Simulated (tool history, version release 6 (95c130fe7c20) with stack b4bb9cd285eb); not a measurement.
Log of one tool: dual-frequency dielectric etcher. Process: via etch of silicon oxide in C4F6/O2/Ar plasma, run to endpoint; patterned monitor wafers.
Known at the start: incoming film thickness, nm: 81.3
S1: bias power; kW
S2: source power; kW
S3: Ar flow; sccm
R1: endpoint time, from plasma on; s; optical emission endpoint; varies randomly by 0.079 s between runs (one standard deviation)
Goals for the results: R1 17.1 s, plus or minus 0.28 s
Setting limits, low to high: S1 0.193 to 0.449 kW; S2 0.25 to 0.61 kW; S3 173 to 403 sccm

run	hour	S1	S2	S3	R1
1	0	0.321	0.43	288	18.627
2	6.6	0.336	0.43	288	18.26
3	14.2	0.336	0.43	246	17.89
4	20.1	0.366	0.43	246	17.398
5	20.9	0.366	0.36	246	18.808
6	27.3	0.382	0.36	246	18.492
7	28.2	0.395	0.36	246	18.326
8	35.5	0.405	0.37	245	17.922
9	37	0.413	0.37	245	17.831

Exactly one of the 4 candidate moves below puts every result within its allowed miss. Which one?
A	38.5	0.405	0.37	314	?
B	38.5	0.401	0.31	239	?
C	38.5	0.426	0.34	294	?
D	38.5	0.449	0.38	239	?

move	R1
A	18.625
B	19.231
C	18.788
D	17.079
A: lands further from the targets than the last run did
B: lands further from the targets than the last run did
C: lands further from the targets than the last run did
D: all results in spec
D meets every target.

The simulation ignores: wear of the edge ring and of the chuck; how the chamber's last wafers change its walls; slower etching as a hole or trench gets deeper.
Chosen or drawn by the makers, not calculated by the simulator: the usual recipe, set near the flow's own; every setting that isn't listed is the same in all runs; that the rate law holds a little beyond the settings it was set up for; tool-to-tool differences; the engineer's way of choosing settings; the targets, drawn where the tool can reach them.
